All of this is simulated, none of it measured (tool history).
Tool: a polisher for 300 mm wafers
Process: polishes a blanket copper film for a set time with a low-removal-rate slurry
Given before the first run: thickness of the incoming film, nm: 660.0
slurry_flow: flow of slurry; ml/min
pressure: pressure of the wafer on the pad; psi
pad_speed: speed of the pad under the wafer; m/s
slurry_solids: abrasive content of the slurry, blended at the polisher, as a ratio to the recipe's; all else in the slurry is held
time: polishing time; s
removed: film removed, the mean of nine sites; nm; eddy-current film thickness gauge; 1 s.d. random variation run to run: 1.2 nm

run	day	slurry_flow	pressure	pad_speed	slurry_solids	time	removed
1	0.000	225	2.4	0.96	1.0	43	115.030
2	0.042	225	2.4	0.96	1.0	39	105.960
3	0.221	225	2.2	0.96	1.0	39	95.615
4	0.583	225	2.2	1.18	1.0	39	119.650
5	0.671	225	2.0	1.18	1.0	39	114.160
6	1.033	225	1.8	1.16	1.0	39	103.930

For run 7, what comes out?
7	1.288	225	1.6	1.14	1.0	39	?

{"run 7": {"removed": 92.929}}
